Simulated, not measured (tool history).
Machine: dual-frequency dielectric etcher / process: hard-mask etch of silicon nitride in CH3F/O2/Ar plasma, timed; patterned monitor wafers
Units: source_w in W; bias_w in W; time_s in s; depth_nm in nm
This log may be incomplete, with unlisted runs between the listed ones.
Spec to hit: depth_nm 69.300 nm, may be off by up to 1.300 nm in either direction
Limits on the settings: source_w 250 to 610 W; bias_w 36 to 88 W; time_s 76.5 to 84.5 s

run 1 hour=0.0 | source_w=430 bias_w=62 time_s=84.5 | depth_nm=59.847
run 2 hour=1.6 | source_w=470 bias_w=63 time_s=84.5 | depth_nm=62.755
run 3 hour=6.8 | source_w=510 bias_w=63 time_s=84.5 | depth_nm=65.310
run 4 hour=13.0 | source_w=480 bias_w=63 time_s=84.5 | depth_nm=63.334
run 5 hour=15.6 | source_w=500 bias_w=64 time_s=84.5 | depth_nm=64.331
run 6 hour=21.3 | source_w=520 bias_w=65 time_s=84.5 | depth_nm=66.836
run 7 hour=28.4 | source_w=520 bias_w=65 time_s=84.5 | depth_nm=66.418
run 8 hour=30.6 | source_w=520 bias_w=65 time_s=84.5 | depth_nm=66.586
run 9 hour=33.6 | source_w=530 bias_w=65 time_s=84.5 | depth_nm=67.114
run 10 hour=38.2 | source_w=540 bias_w=65 time_s=84.5 | depth_nm=68.301

Consider the 4 candidate settings below. Which is the only one whose results all fall within their allowed miss of target?
run A hour=42.8 | source_w=550 bias_w=68 time_s=80.5 | depth_nm=?
run B hour=42.8 | source_w=530 bias_w=70 time_s=84.5 | depth_nm=?
run C hour=42.8 | source_w=520 bias_w=69 time_s=81.5 | depth_nm=?
run D hour=42.8 | source_w=490 bias_w=70 time_s=84.5 | depth_nm=?

move=A depth_nm=66.446
move=B depth_nm=69.482
move=C depth_nm=66.023
move=D depth_nm=67.067
A: its largest miss is bigger than the last run's
B: each result inside its tolerance
C: its largest miss is bigger than the last run's
D: its largest miss is bigger than the last run's
B is the move that brings every result within its allowed miss.

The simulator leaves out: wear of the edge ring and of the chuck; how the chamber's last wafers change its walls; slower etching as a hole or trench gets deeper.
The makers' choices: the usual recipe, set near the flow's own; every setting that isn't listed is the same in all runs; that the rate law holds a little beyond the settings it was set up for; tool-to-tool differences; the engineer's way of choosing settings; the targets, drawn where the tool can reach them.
